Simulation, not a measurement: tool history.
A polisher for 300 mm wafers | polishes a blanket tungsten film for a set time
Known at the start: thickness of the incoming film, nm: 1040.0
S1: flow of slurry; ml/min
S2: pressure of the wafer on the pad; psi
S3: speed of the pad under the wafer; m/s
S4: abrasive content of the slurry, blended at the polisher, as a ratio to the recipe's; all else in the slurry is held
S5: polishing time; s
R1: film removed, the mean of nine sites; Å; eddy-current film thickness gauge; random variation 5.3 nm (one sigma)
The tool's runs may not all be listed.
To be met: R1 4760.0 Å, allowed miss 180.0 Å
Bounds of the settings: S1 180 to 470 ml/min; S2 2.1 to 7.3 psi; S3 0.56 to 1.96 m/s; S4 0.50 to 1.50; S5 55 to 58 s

Run 1, day 0.000: S1 300 ml/min, S2 4.7 psi, S3 1.26 m/s, S4 1.00, S5 55 s. Result: R1 3832.3 Å.
Run 2, day 0.325: S1 300 ml/min, S2 4.7 psi, S3 1.26 m/s, S4 1.00, S5 58 s. Result: R1 4125.0 Å.
Run 3, day 0.396: S1 300 ml/min, S2 4.7 psi, S3 1.26 m/s, S4 1.00, S5 55 s. Result: R1 3884.6 Å.
Run 4, day 0.458: S1 300 ml/min, S2 3.9 psi, S3 1.26 m/s, S4 1.00, S5 55 s. Result: R1 3196.6 Å.
Run 5, day 0.638: S1 300 ml/min, S2 4.4 psi, S3 1.26 m/s, S4 1.00, S5 55 s. Result: R1 3585.7 Å.
Run 6, day 0.950: S1 300 ml/min, S2 4.8 psi, S3 1.26 m/s, S4 1.00, S5 55 s. Result: R1 3952.8 Å.
Run 7, day 1.183: S1 300 ml/min, S2 5.0 psi, S3 1.26 m/s, S4 1.00, S5 55 s. Result: R1 4118.0 Å.
Run 8, day 1.375: S1 300 ml/min, S2 5.2 psi, S3 1.26 m/s, S4 1.00, S5 55 s. Result: R1 4325.5 Å.
Run 9, day 1.712: S1 300 ml/min, S2 5.3 psi, S3 1.26 m/s, S4 1.00, S5 55 s. Result: R1 4354.8 Å.
Run 10, day 2.012: S1 300 ml/min, S2 5.4 psi, S3 1.26 m/s, S4 1.00, S5 55 s. Result: R1 4452.7 Å.

4 next moves are on the table. One of them brings every result within its allowed miss. Which?
Run A, day 2.312: S1 260 ml/min, S2 6.3 psi, S3 1.10 m/s, S4 1.05, S5 58 s. Result: R1 ?.
Run B, day 2.312: S1 315 ml/min, S2 6.1 psi, S3 1.28 m/s, S4 0.90, S5 58 s. Result: R1 ?.
Run C, day 2.312: S1 335 ml/min, S2 5.4 psi, S3 1.26 m/s, S4 1.00, S5 55 s. Result: R1 ?.
Run D, day 2.312: S1 355 ml/min, S2 5.2 psi, S3 1.28 m/s, S4 0.95, S5 55 s. Result: R1 ?.

move      R1
   A  4716.6
   B  5182.9
   C  4462.8
   D  4333.7
A: meets every target
B: takes the result that was furthest off past its target
C: as far off as the last run
D: further off than the last run
Move A is the one to make.
